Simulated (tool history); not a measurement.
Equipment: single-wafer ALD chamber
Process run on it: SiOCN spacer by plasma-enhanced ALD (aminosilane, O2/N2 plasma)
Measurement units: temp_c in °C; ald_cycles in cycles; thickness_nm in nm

| run | hour | temp_c | ald_cycles | thickness_nm |
|---|---|---|---|---|
| 1 | 0 | 420 | 87 | 5.0007 |
| 2 | 0.6 | 430 | 87 | 4.8693 |
| 3 | 5.6 | 432 | 83 | 4.5991 |
| 4 | 6.7 | 439 | 83 | 4.5661 |
| 5 | 11.8 | 439 | 88 | 4.7955 |
| 6 | 16.2 | 435 | 88 | 4.8614 |
| 7 | 24.7 | 436 | 84 | 4.648 |

Run 8 comes next. What will it give?
| 8 | 27 | 437 | 80 | ? |

{"run 8": {"thickness_nm": 4.415}}

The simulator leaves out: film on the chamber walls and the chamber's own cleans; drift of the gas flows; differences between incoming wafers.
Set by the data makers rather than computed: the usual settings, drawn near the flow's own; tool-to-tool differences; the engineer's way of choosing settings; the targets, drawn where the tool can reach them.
